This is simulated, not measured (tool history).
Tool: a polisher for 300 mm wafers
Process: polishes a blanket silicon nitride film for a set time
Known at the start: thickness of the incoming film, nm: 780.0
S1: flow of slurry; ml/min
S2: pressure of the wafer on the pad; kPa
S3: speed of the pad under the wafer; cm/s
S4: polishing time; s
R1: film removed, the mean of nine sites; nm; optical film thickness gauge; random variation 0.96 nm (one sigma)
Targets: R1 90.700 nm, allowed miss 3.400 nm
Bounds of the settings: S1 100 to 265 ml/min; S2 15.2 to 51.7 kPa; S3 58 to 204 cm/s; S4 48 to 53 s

run	hour	S1	S2	S3	S4	R1
1	0.0	170	33.1	130	53	140.730
2	2.9	170	29.6	130	53	127.260
3	8.7	200	29.6	130	53	129.540
4	11.3	200	24.1	130	53	108.250
5	13.3	200	24.1	148	53	118.010
6	18.4	200	24.1	148	48	106.560
7	20.0	200	22.8	148	48	99.680
8	21.7	195	22.1	148	48	96.386
9	24.9	190	22.1	148	48	95.189
10	29.3	185	22.1	148	48	96.408
11	31.8	180	22.1	148	48	94.379
12	36.7	175	22.1	148	48	95.113
13	40.3	170	22.1	148	48	94.464
14	41.9	165	22.1	148	48	93.931

5 next moves are on the table. One of them brings every result within its allowed miss. Which?
A	43.5	160	24.1	140	48	?
B	43.5	160	24.8	114	53	?
C	43.5	185	22.8	132	48	?
D	43.5	180	22.1	148	49	?
E	43.5	170	20.0	162	53	?

move	R1
A	98.446
B	98.799
C	91.399
D	96.848
E	100.220
A: further off than the last run
B: further off than the last run
C: meets every target
D: further off than the last run
E: further off than the last run
Answer: C
